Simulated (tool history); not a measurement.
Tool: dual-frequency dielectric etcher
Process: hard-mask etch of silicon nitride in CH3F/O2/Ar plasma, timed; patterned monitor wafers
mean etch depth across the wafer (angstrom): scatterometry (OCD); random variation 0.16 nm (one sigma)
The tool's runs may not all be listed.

run,hour,source power (kW),bias power (kW),etch time (s),mean etch depth across the wafer (angstrom)
1,0,0.35,0.085,97,656.28
2,4.7,0.35,0.071,97,627.06
3,12.2,0.4,0.071,97,677.02
4,15.2,0.41,0.072,97,688
5,21,0.45,0.072,97,722.14
6,26.2,0.39,0.072,97,668.44
7,27.1,0.4,0.073,97,681.44
8,30.6,0.41,0.074,97,691.03
9,35.8,0.42,0.075,97,701.43

Run 10 comes next. What will it give?
10,39.5,0.43,0.075,97,?

mean etch depth across the wafer (angstrom): 711.59
